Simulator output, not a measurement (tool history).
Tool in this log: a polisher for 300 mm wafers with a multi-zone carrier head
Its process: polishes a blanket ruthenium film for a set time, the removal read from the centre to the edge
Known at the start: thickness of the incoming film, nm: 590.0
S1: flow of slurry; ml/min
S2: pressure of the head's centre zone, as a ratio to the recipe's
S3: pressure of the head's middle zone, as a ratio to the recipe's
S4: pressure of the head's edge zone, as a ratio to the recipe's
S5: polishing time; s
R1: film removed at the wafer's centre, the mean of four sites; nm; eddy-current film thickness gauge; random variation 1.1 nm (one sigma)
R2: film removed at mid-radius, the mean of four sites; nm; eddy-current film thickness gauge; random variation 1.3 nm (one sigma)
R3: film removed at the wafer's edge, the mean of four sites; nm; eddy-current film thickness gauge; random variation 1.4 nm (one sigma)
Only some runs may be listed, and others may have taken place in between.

run    day   S1    S2    S3    S4  S5      R1      R2      R3
  1      0  155     1     1     1  60  71.164  74.847  72.492
  2  0.312  175     1     1     1  60  73.193  73.574  73.223
  3  0.367  175  1.04     1     1  60  75.847  73.819  73.125
  4  0.538  175  1.04     1  1.01  62   74.96  75.949  76.428
  5  0.625  175  1.04  0.94  1.01  62  76.771  71.541  77.192
  6  0.771  175  1.04  0.94  1.01  52  64.879  59.461  64.249
  7  0.838  175  1.05  0.95  1.02  55  69.734  65.411  67.324
  8  1.021  175  1.05  0.95  1.03  58  72.631   66.95  72.041
  9  1.212  175  1.05  0.95  1.03  58  71.697  66.098  72.354
 10  1.258  175  1.05  0.96  1.03  60  74.408  70.774  73.117

Estimate the outcome of run 11 from the log above:
 11  1.383  180  1.04  0.96  1.03  62   ?   ?   ?

Run 11 yielded R1 77.688 nm, R2 73.412 nm, R3 79.062 nm.
